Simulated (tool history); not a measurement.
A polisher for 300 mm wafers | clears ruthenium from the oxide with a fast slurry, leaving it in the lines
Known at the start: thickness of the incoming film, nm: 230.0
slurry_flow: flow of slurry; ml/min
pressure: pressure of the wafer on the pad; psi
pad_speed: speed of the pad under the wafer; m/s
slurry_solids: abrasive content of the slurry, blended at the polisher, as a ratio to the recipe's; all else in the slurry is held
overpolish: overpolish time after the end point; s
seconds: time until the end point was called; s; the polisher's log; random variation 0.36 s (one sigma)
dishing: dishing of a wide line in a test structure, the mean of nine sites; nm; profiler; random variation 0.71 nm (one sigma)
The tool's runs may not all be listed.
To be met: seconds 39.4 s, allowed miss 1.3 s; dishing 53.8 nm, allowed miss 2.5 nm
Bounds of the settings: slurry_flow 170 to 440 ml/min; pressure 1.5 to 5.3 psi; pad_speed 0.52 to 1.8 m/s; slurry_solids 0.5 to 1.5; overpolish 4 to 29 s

| run | hour | slurry_flow | pressure | pad_speed | slurry_solids | overpolish | seconds | dishing |
|---|---|---|---|---|---|---|---|---|
| 1 | 0 | 280 | 3.4 | 1.16 | 1 | 15 | 43.649 | 60.473 |
| 2 | 0.7 | 280 | 3.4 | 1.16 | 1.2 | 15 | 38.107 | 67.063 |
| 3 | 8 | 280 | 3.8 | 1.16 | 1.2 | 15 | 34.519 | 73.685 |
| 4 | 16.8 | 280 | 3.7 | 1.16 | 1.2 | 14 | 35.519 | 67.334 |
| 5 | 24.2 | 280 | 4 | 1.16 | 1.2 | 14 | 32.813 | 71.72 |
| 6 | 28.6 | 245 | 4 | 1.16 | 1.2 | 14 | 33.682 | 69.906 |
| 7 | 33.2 | 240 | 3.9 | 1.16 | 1.2 | 13 | 34.217 | 64.965 |
|  | 33.8 | slurry nozzle cleaned |
| 8 | 33.8 | 240 | 3.3 | 1.16 | 1.2 | 12 | 37.321 | 55.808 |

Which of these 5 next moves meets every target?
| A | 34.4 | 390 | 3.6 | 0.9 | 1.35 | 12 | ? | ? |
| B | 34.4 | 220 | 3 | 1.34 | 1.3 | 11 | ? | ? |
| C | 34.4 | 315 | 3.7 | 1.06 | 1.25 | 11 | ? | ? |
| D | 34.4 | 200 | 2.6 | 1.2 | 1.35 | 15 | ? | ? |
| E | 34.4 | 295 | 2.4 | 1.44 | 1.1 | 15 | ? | ? |

| move | seconds | dishing |
|---|---|---|
| A | 39.755 | 53.772 |
| B | 34.792 | 55.993 |
| C | 34.927 | 55.804 |
| D | 44.266 | 59.458 |
| E | 42.557 | 61.504 |
A: meets every target
B: further off than the last run
C: further off than the last run
D: takes the result that was furthest off past its target
E: takes the result that was furthest off past its target
Answer: A

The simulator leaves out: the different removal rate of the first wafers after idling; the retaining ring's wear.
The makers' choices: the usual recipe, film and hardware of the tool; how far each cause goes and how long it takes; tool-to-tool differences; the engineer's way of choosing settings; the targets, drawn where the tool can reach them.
